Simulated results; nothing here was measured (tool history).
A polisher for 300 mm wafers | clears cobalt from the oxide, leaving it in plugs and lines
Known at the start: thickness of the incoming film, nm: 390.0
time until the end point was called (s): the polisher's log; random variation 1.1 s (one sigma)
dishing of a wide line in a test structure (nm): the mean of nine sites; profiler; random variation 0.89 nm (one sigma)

run	hour	flow of slurry (ml/min)	pressure of the wafer on the pad (kPa)	speed of the pad under the wafer (cm/s)	overpolish time after the end point (s)	time until the end point was called (s)	dishing of a wide line in a test structure (nm)
1	0.0	135	14.5	112	26	69.276	67.439
2	7.4	135	12.4	112	26	77.770	65.754
3	14.7	130	12.4	108	20	81.272	57.042
4	17.3	130	12.4	108	16	81.681	49.280
5	19.4	130	12.4	108	15	84.117	48.184
6	22.4	130	12.4	88	15	99.624	41.893
7	28.6	140	14.5	90	19	81.469	54.483
8	37.3	130	14.5	90	18	82.892	51.371

The next listed run, before its measurement:
9	42.2	125	14.5	90	17	?	?

Run 9 gave time until the end point was called (s) 85.244, dishing of a wide line in a test structure (nm) 50.133.

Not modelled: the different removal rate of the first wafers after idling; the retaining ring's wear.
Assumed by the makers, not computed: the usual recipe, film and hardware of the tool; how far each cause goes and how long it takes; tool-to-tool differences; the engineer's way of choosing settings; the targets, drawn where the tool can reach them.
